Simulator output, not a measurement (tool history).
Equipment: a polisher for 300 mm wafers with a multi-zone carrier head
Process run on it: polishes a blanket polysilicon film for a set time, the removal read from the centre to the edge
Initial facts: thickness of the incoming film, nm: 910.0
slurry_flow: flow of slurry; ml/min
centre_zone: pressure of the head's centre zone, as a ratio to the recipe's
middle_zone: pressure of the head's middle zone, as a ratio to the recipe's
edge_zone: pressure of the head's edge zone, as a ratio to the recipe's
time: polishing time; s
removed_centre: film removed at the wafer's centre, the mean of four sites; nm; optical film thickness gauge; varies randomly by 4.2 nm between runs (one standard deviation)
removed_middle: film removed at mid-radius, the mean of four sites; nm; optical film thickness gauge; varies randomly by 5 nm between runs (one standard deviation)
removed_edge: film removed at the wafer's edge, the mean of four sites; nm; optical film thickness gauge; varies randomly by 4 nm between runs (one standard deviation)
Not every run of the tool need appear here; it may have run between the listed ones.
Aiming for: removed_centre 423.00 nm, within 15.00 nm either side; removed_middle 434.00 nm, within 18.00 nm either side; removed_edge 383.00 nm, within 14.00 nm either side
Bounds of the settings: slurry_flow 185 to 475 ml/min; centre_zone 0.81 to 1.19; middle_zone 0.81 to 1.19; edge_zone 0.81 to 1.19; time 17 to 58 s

run 1 day=0.000 | slurry_flow=305 centre_zone=1.00 middle_zone=1.00 edge_zone=1.00 time=37 | removed_centre=292.88 removed_middle=289.70 removed_edge=289.10
run 2 day=0.358 | slurry_flow=310 centre_zone=1.02 middle_zone=1.04 edge_zone=1.01 time=39 | removed_centre=313.17 removed_middle=309.41 removed_edge=308.73
run 3 day=0.504 | slurry_flow=315 centre_zone=1.03 middle_zone=1.07 edge_zone=0.98 time=41 | removed_centre=330.45 removed_middle=336.51 removed_edge=321.37
run 4 day=0.758 | slurry_flow=250 centre_zone=1.03 middle_zone=1.07 edge_zone=0.98 time=41 | removed_centre=314.57 removed_middle=328.56 removed_edge=310.00
run 5 day=1.017 | slurry_flow=185 centre_zone=1.03 middle_zone=1.07 edge_zone=0.98 time=41 | removed_centre=308.81 removed_middle=307.01 removed_edge=297.76
run 6 day=1.321 | slurry_flow=255 centre_zone=1.03 middle_zone=1.07 edge_zone=0.98 time=41 | removed_centre=320.84 removed_middle=324.81 removed_edge=315.07
run 7 day=1.600 | slurry_flow=285 centre_zone=1.06 middle_zone=1.10 edge_zone=0.97 time=42 | removed_centre=339.75 removed_middle=350.49 removed_edge=322.53
run 8 day=1.692 | slurry_flow=310 centre_zone=1.08 middle_zone=1.12 edge_zone=0.99 time=43 | removed_centre=365.65 removed_middle=370.87 removed_edge=340.34
run 9 day=2.000 | slurry_flow=365 centre_zone=1.12 middle_zone=1.19 edge_zone=1.03 time=46 | removed_centre=413.90 removed_middle=419.14 removed_edge=360.30

Exactly one of the 4 candidate moves below puts every result within its allowed miss. Which one?
run A day=2.308 | slurry_flow=380 centre_zone=1.04 middle_zone=1.19 edge_zone=0.89 time=51 | removed_centre=? removed_middle=? removed_edge=?
run B day=2.308 | slurry_flow=325 centre_zone=0.92 middle_zone=1.07 edge_zone=1.07 time=53 | removed_centre=? removed_middle=? removed_edge=?
run C day=2.308 | slurry_flow=345 centre_zone=1.08 middle_zone=1.16 edge_zone=0.96 time=49 | removed_centre=? removed_middle=? removed_edge=?
run D day=2.308 | slurry_flow=335 centre_zone=0.92 middle_zone=1.19 edge_zone=1.04 time=54 | removed_centre=? removed_middle=? removed_edge=?

move=A removed_centre=429.70 removed_middle=460.00 removed_edge=382.16
move=B removed_centre=388.30 removed_middle=430.46 removed_edge=420.93
move=C removed_centre=424.85 removed_middle=428.61 removed_edge=374.86
move=D removed_centre=397.23 removed_middle=481.94 removed_edge=424.49
A: the furthest-off result lands on target, but another misses its tolerance
B: takes the biggest miss from the last run beyond its target
C: hits every target within its allowed miss
D: takes the biggest miss from the last run beyond its target
C is the move that brings every result within its allowed miss.

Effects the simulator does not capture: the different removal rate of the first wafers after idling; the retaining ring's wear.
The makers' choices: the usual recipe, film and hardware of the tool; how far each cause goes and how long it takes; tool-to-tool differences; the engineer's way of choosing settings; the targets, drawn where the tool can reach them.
